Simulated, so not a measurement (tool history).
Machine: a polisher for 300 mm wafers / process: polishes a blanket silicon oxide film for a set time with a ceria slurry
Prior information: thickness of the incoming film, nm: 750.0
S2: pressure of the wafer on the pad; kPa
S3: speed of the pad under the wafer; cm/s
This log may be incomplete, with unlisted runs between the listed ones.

{"run": 1, "hour": 0.0, "flow of slurry (ml/min)": 305, "S2": 26.2, "S3": 138, "polishing time (s)": 54, "film removed (angstrom)": 3384.5}
{"run": 2, "hour": 7.0, "flow of slurry (ml/min)": 305, "S2": 26.2, "S3": 114, "polishing time (s)": 54, "film removed (angstrom)": 2698.6}
{"run": 3, "hour": 11.6, "flow of slurry (ml/min)": 305, "S2": 24.8, "S3": 114, "polishing time (s)": 54, "film removed (angstrom)": 2601.8}
{"run": 4, "hour": 13.6, "flow of slurry (ml/min)": 235, "S2": 24.8, "S3": 114, "polishing time (s)": 54, "film removed (angstrom)": 2541.2}
{"run": 5, "hour": 17.5, "flow of slurry (ml/min)": 235, "S2": 24.1, "S3": 114, "polishing time (s)": 54, "film removed (angstrom)": 2430.2}
{"run": 6, "hour": 22.2, "flow of slurry (ml/min)": 235, "S2": 23.4, "S3": 114, "polishing time (s)": 54, "film removed (angstrom)": 2350.5}

What does the tool deliver on the next run?
{"run": 7, "hour": 27.1, "flow of slurry (ml/min)": 235, "S2": 22.8, "S3": 114, "polishing time (s)": 54, "film removed (angstrom)": "?"}

Run 7 yielded film removed (angstrom) 2378.0.

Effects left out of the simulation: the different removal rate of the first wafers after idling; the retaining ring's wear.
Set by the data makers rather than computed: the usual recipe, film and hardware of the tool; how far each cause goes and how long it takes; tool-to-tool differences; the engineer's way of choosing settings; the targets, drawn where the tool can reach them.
